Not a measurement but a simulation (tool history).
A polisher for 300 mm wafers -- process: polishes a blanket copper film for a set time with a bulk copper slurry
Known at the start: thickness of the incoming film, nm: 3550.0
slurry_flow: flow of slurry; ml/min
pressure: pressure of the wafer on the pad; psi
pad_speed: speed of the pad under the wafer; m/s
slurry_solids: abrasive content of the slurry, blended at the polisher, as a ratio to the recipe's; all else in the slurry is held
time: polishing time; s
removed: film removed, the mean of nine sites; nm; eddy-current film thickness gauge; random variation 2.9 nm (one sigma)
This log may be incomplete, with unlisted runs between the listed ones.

{"run": 1, "day": 0.0, "slurry_flow": 165, "pressure": 1.8, "pad_speed": 1.0, "slurry_solids": 1.0, "time": 50, "removed": 302.9}
{"run": 2, "day": 0.042, "slurry_flow": 165, "pressure": 1.8, "pad_speed": 1.0, "slurry_solids": 1.15, "time": 50, "removed": 312.34}
{"run": 3, "day": 0.092, "slurry_flow": 195, "pressure": 1.8, "pad_speed": 1.0, "slurry_solids": 1.15, "time": 50, "removed": 319.98}
{"run": 4, "day": 0.442, "slurry_flow": 190, "pressure": 1.7, "pad_speed": 1.0, "slurry_solids": 1.15, "time": 50, "removed": 305.49}
{"run": 5, "day": 0.683, "slurry_flow": 190, "pressure": 1.7, "pad_speed": 1.0, "slurry_solids": 1.05, "time": 50, "removed": 304.33}
{"run": 6, "day": 1.042, "slurry_flow": 190, "pressure": 1.7, "pad_speed": 1.0, "slurry_solids": 0.9, "time": 50, "removed": 295.67}
{"run": 7, "day": 1.088, "slurry_flow": 185, "pressure": 1.7, "pad_speed": 1.0, "slurry_solids": 0.9, "time": 50, "removed": 293.5}
{"run": 8, "day": 1.229, "slurry_flow": 180, "pressure": 1.7, "pad_speed": 1.0, "slurry_solids": 0.9, "time": 50, "removed": 293.73}

Run 9, settings as shown, results not yet in. Your forecast:
{"run": 9, "day": 1.292, "slurry_flow": 175, "pressure": 1.7, "pad_speed": 1.0, "slurry_solids": 0.9, "time": 50, "removed": "?"}

{"run 9": {"removed": 289.82}}
